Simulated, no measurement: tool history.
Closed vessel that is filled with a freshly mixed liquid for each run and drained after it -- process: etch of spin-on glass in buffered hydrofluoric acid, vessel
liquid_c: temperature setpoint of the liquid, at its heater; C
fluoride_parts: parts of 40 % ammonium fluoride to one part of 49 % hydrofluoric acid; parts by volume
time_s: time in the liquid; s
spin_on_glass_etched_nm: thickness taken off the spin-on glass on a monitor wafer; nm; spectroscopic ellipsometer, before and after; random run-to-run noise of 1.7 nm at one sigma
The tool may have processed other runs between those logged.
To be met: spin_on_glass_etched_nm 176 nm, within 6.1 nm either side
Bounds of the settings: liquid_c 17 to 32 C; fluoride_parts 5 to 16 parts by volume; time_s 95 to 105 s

{"run": 1, "hour": 0.0, "liquid_c": 25, "fluoride_parts": 9.5, "time_s": 95, "spin_on_glass_etched_nm": 257.13}
{"run": 2, "hour": 8.0, "liquid_c": 24, "fluoride_parts": 9.5, "time_s": 95, "spin_on_glass_etched_nm": 241.56}
{"run": 3, "hour": 10.4, "liquid_c": 23, "fluoride_parts": 9.5, "time_s": 95, "spin_on_glass_etched_nm": 231.65}
{"run": 4, "hour": 12.3, "liquid_c": 23, "fluoride_parts": 8, "time_s": 95, "spin_on_glass_etched_nm": 276.69}
{"run": 5, "hour": 15.8, "liquid_c": 23, "fluoride_parts": 6, "time_s": 95, "spin_on_glass_etched_nm": 366.07}
{"run": 6, "hour": 21.5, "liquid_c": 20, "fluoride_parts": 6, "time_s": 95, "spin_on_glass_etched_nm": 306.76}
{"run": 7, "hour": 27.7, "liquid_c": 19.5, "fluoride_parts": 6.5, "time_s": 95, "spin_on_glass_etched_nm": 275.86}
{"run": 8, "hour": 34.6, "liquid_c": 19, "fluoride_parts": 7, "time_s": 95, "spin_on_glass_etched_nm": 254.62}
{"run": 9, "hour": 36.9, "liquid_c": 17, "fluoride_parts": 10, "time_s": 95, "spin_on_glass_etched_nm": 160.07}
{"run": 10, "hour": 38.0, "liquid_c": 17.5, "fluoride_parts": 10, "time_s": 95, "spin_on_glass_etched_nm": 168.24}

Exercise: of the 5 proposed moves below, exactly one satisfies all targets within the stated allowed misses. Which move is it?
{"run": "A", "hour": 39.1, "liquid_c": 17.5, "fluoride_parts": 10, "time_s": 100, "spin_on_glass_etched_nm": "?"}
{"run": "B", "hour": 39.1, "liquid_c": 17.5, "fluoride_parts": 11, "time_s": 100, "spin_on_glass_etched_nm": "?"}
{"run": "C", "hour": 39.1, "liquid_c": 17, "fluoride_parts": 10.5, "time_s": 100, "spin_on_glass_etched_nm": "?"}
{"run": "D", "hour": 39.1, "liquid_c": 17, "fluoride_parts": 11, "time_s": 105, "spin_on_glass_etched_nm": "?"}
{"run": "E", "hour": 39.1, "liquid_c": 18.5, "fluoride_parts": 11.5, "time_s": 100, "spin_on_glass_etched_nm": "?"}

move=A spin_on_glass_etched_nm=175.03
move=B spin_on_glass_etched_nm=159.5
move=C spin_on_glass_etched_nm=162.21
move=D spin_on_glass_etched_nm=162.77
move=E spin_on_glass_etched_nm=161.64
A: each result inside its tolerance
B: misses by more than the last run did
C: misses by more than the last run did
D: misses by more than the last run did
E: misses by more than the last run did
Correct choice: A, which meets every target
